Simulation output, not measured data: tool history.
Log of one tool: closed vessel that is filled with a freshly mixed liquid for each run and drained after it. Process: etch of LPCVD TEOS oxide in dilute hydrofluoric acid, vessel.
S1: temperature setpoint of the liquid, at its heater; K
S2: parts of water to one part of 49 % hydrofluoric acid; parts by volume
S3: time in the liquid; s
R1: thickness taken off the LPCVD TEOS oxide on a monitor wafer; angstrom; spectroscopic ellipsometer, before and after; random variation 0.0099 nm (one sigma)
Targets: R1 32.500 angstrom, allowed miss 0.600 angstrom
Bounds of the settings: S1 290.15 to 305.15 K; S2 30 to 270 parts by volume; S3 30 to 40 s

run 1 hour=0.0 | S1=297.15 S2=150 S3=40 | R1=56.824
run 2 hour=4.9 | S1=297.15 S2=175 S3=40 | R1=47.093
run 3 hour=6.0 | S1=296.15 S2=175 S3=40 | R1=45.477
run 4 hour=9.3 | S1=293.15 S2=175 S3=40 | R1=40.608
run 5 hour=10.9 | S1=293.15 S2=135 S3=40 | R1=54.547
run 6 hour=13.0 | S1=293.15 S2=105 S3=40 | R1=72.224
run 7 hour=21.6 | S1=293.15 S2=105 S3=40 | R1=72.382
run 8 hour=23.4 | S1=292.65 S2=115 S3=40 | R1=63.496
-- hour=30.2 thermometer replaced
run 9 hour=30.2 | S1=292.15 S2=125 S3=40 | R1=63.183
run 10 hour=36.8 | S1=292.15 S2=135 S3=40 | R1=58.082
run 11 hour=45.6 | S1=292.15 S2=145 S3=40 | R1=53.391
run 12 hour=49.3 | S1=292.15 S2=155 S3=40 | R1=49.514
run 13 hour=55.5 | S1=292.15 S2=160 S3=40 | R1=47.724
run 14 hour=61.2 | S1=292.15 S2=165 S3=40 | R1=45.962
run 15 hour=63.0 | S1=292.15 S2=170 S3=40 | R1=44.498

4 next moves are on the table. One of them brings every result within its allowed miss. Which?
run A hour=64.8 | S1=291.65 S2=130 S3=40 | R1=?
run B hour=64.8 | S1=290.65 S2=115 S3=40 | R1=?
run C hour=64.8 | S1=291.65 S2=170 S3=30 | R1=?
run D hour=64.8 | S1=294.65 S2=125 S3=40 | R1=?

move=A R1=58.987
move=B R1=64.982
move=C R1=32.497
move=D R1=69.614
A: further off than the last run
B: further off than the last run
C: meets every target
D: further off than the last run
Answer: C

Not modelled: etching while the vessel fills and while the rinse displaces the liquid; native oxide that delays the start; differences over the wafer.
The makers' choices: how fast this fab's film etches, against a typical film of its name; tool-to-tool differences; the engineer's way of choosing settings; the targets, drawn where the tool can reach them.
